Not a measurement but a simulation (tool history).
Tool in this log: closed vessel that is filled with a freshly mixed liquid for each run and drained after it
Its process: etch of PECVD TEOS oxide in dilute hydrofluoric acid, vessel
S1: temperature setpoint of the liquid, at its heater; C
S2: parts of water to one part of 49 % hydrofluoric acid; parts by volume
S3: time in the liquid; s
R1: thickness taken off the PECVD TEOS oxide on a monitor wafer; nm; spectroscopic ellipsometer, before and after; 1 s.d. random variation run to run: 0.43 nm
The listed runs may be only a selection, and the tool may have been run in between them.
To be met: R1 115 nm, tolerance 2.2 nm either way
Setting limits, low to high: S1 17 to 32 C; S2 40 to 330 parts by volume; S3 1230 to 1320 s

run  hour    S1   S2    S3      R1
  1     0    24  185  1230  69.151
  2   7.3    24  185  1230   69.14
  3  14.6  27.5  185  1230  78.614
  4  16.9    29  175  1230  88.716
  5  25.2    29  175  1320  95.829
  6  32.3    30  170  1320  103.02
  7  35.8  30.5  170  1320  104.79
  8  43.5    31  170  1320  105.86
  9  45.8    32  160  1320     119
 10    49    32  160  1320  119.03

Pick the move, out of 5, that brings all results within their allowed miss; only one does.
  A  52.2  31.5  160  1295   ?
  B  52.2    30  150  1230   ?
  C  52.2    32  160  1245   ?
  D  52.2  30.5  145  1270   ?
  E  52.2    32  165  1290   ?

move      R1
   A  114.13
   B  110.95
   C  111.69
   D  121.47
   E  111.49
A: all results land within tolerance of their targets
B: takes the result that was furthest off past its target
C: takes the result that was furthest off past its target
D: the biggest miss grows against the last run
E: takes the result that was furthest off past its target
The right move is A.
